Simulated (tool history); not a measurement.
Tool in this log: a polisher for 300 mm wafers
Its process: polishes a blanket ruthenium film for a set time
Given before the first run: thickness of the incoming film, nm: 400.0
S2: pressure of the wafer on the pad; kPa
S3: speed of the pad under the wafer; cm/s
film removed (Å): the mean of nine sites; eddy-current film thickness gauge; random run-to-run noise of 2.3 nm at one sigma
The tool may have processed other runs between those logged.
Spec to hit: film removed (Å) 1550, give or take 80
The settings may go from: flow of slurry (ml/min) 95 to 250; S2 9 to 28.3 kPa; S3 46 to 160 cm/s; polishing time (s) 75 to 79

Run 1, hour 0: flow of slurry (ml/min) 160, S2 18.6 kPa, S3 102 cm/s, polishing time (s) 75. Result: film removed (Å) 1231.
Run 2, hour 6.2: flow of slurry (ml/min) 160, S2 19.3 kPa, S3 102 cm/s, polishing time (s) 75. Result: film removed (Å) 1250.6.
Run 3, hour 10.2: flow of slurry (ml/min) 180, S2 19.3 kPa, S3 102 cm/s, polishing time (s) 75. Result: film removed (Å) 1253.3.
Run 4, hour 16.5: flow of slurry (ml/min) 180, S2 19.3 kPa, S3 102 cm/s, polishing time (s) 79. Result: film removed (Å) 1345.
Run 5, hour 23.5: flow of slurry (ml/min) 180, S2 19.3 kPa, S3 76 cm/s, polishing time (s) 79. Result: film removed (Å) 989.33.
Run 6, hour 27: flow of slurry (ml/min) 180, S2 16.5 kPa, S3 76 cm/s, polishing time (s) 79. Result: film removed (Å) 872.36.
Run 7, hour 34.4: flow of slurry (ml/min) 180, S2 17.9 kPa, S3 76 cm/s, polishing time (s) 79. Result: film removed (Å) 955.04.
Run 8, hour 36.7: flow of slurry (ml/min) 180, S2 19.3 kPa, S3 76 cm/s, polishing time (s) 79. Result: film removed (Å) 986.55.
Run 9, hour 38: flow of slurry (ml/min) 180, S2 20 kPa, S3 78 cm/s, polishing time (s) 79. Result: film removed (Å) 1049.2.
Run 10, hour 40.6: flow of slurry (ml/min) 180, S2 20.7 kPa, S3 78 cm/s, polishing time (s) 79. Result: film removed (Å) 1099.6.
Run 11, hour 47.7: flow of slurry (ml/min) 180, S2 21.4 kPa, S3 78 cm/s, polishing time (s) 79. Result: film removed (Å) 1108.6.
Run 12, hour 55.2: flow of slurry (ml/min) 180, S2 22.1 kPa, S3 78 cm/s, polishing time (s) 79. Result: film removed (Å) 1160.6.
Run 13, hour 61.4: flow of slurry (ml/min) 180, S2 22.8 kPa, S3 78 cm/s, polishing time (s) 79. Result: film removed (Å) 1169.8.
Run 14, hour 66.5: flow of slurry (ml/min) 185, S2 27.6 kPa, S3 82 cm/s, polishing time (s) 79. Result: film removed (Å) 1385.6.
Run 15, hour 75.2: flow of slurry (ml/min) 185, S2 27.6 kPa, S3 84 cm/s, polishing time (s) 79. Result: film removed (Å) 1505.8.

5 candidate next runs follow, results not yet known. Just one meets every target within its allowed miss. Identify it.
Run A, hour 83.9: flow of slurry (ml/min) 165, S2 27.6 kPa, S3 84 cm/s, polishing time (s) 75. Result: film removed (Å) ?.
Run B, hour 83.9: flow of slurry (ml/min) 205, S2 27.6 kPa, S3 82 cm/s, polishing time (s) 77. Result: film removed (Å) ?.
Run C, hour 83.9: flow of slurry (ml/min) 200, S2 28.3 kPa, S3 76 cm/s, polishing time (s) 79. Result: film removed (Å) ?.
Run D, hour 83.9: flow of slurry (ml/min) 200, S2 26.9 kPa, S3 88 cm/s, polishing time (s) 75. Result: film removed (Å) ?.
Run E, hour 83.9: flow of slurry (ml/min) 190, S2 28.3 kPa, S3 86 cm/s, polishing time (s) 79. Result: film removed (Å) ?.

move  film removed (Å)
   A              1353
   B            1385.7
   C            1344.3
   D            1413.2
   E            1506.8
A: moves away from the targets compared with the last run
B: moves away from the targets compared with the last run
C: moves away from the targets compared with the last run
D: moves away from the targets compared with the last run
E: every result within its allowed miss
The right move is E.
